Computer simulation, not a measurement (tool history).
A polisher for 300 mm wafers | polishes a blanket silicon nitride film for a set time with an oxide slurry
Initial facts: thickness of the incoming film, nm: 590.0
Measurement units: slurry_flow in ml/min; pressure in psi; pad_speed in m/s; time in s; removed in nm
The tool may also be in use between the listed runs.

run  hour  slurry_flow  pressure  pad_speed  slurry_solids  time  removed
  1     0          280       3.9       0.88              1    38   27.472
  2   0.6          280       3.9       0.78              1    38   25.425
  3     2          280       3.9       0.78              1    38   25.327
  4   9.6          280       3.5       0.78              1    38   23.263
  5  10.2          280       4.1       0.78              1    38   26.703
  6  15.6          280       3.7       0.76              1    38   23.987
  7    21          280       3.4       0.74              1    38   21.699
  8  24.5          280       3.1       0.74              1    38   20.075
  9  28.8          280       2.9       0.74              1    38   18.612

What will run 10 give?
 10  30.2          280       2.7       0.74              1    38        ?

{"run 10": {"removed": 17.288}}
